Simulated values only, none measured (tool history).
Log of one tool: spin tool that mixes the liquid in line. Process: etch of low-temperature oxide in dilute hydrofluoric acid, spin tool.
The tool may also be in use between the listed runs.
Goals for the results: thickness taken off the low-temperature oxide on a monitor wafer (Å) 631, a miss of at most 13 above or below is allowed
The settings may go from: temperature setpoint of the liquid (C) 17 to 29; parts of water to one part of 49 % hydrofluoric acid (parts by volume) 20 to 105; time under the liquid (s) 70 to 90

run	day	temperature setpoint of the liquid (C)	parts of water to one part of 49 % hydrofluoric acid (parts by volume)	time under the liquid (s)	thickness taken off the low-temperature oxide on a monitor wafer (Å)
1	0	21	55	90	216
2	0.071	22.5	50	90	256.36
3	0.158	22.5	50	70	196.89
4	0.425	20.5	50	70	180.21
5	0.596	20.5	70	70	126.42
6	0.783	20.5	50	70	180.19
7	0.938	22	45	75	233.4
8	1.1	23	40	75	273.05
9	1.329	23	40	75	274.74
10	1.529	24	35	75	330.3
11	1.808	25	35	75	344.96
12	1.967	29	20	90	863.97
13	2.308	28.5	20	90	843.2
14	2.383	28	20	90	824.8
15	2.667	27.5	20	90	811.53
16	2.817	27	20	90	801.08
17	3.021	26.5	20	90	778.86
18	3.129	26	20	90	766.67
19	3.504	25.5	20	90	742.38
20	3.808	25	20	90	724.18
21	4.033	24.5	20	90	713.72
22	4.358	24	20	90	704.08
23	4.725	23.5	20	90	685.14

5 candidate next runs follow, results not yet known. Just one meets every target within its allowed miss. Identify it.
A	5.092	24	20	85	?
B	5.092	25	20	80	?
C	5.092	22.5	20	90	?
D	5.092	21.5	20	90	?
E	5.092	23	20	90	?

move	thickness taken off the low-temperature oxide on a monitor wafer (Å)
A	664.32
B	652.11
C	660
D	632.32
E	674.21
A: better than the last run, though not everything is in spec
B: better than the last run, though not everything is in spec
C: better than the last run, though not everything is in spec
D: every result within its allowed miss
E: better than the last run, though not everything is in spec
So the answer is move D, the one that meets all the targets.

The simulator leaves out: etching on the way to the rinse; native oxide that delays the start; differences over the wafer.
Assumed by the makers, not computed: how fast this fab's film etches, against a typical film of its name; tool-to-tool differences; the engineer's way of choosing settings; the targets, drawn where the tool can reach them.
